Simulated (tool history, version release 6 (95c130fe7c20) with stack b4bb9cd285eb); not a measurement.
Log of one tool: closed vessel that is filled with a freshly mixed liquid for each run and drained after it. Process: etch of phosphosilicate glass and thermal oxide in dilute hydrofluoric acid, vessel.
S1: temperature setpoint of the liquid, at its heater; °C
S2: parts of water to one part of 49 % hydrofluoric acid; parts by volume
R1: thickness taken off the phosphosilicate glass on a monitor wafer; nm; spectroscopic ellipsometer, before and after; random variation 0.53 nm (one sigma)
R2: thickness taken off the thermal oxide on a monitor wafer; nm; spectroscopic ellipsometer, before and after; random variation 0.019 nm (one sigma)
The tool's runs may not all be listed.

{"run": 1, "day": 0.0, "S1": 25, "S2": 60, "time in the liquid (s)": 60, "R1": 97.14, "R2": 5.5034}
{"run": 2, "day": 0.179, "S1": 23.5, "S2": 65, "time in the liquid (s)": 60, "R1": 86.158, "R2": 4.7117}
{"run": 3, "day": 0.312, "S1": 23.5, "S2": 70, "time in the liquid (s)": 60, "R1": 78.456, "R2": 4.3606}
{"run": 4, "day": 0.692, "S1": 23.5, "S2": 70, "time in the liquid (s)": 80, "R1": 105.51, "R2": 5.8024}
{"run": 5, "day": 0.992, "S1": 27, "S2": 70, "time in the liquid (s)": 80, "R1": 122.14, "R2": 6.6337}
{"run": 6, "day": 1.258, "S1": 25, "S2": 75, "time in the liquid (s)": 80, "R1": 102.17, "R2": 5.6852}

The next listed run, before its measurement:
{"run": 7, "day": 1.458, "S1": 23.5, "S2": 80, "time in the liquid (s)": 80, "R1": "?", "R2": "?"}

{"run 7": {"R1": 89.752, "R2": 5.0474}}

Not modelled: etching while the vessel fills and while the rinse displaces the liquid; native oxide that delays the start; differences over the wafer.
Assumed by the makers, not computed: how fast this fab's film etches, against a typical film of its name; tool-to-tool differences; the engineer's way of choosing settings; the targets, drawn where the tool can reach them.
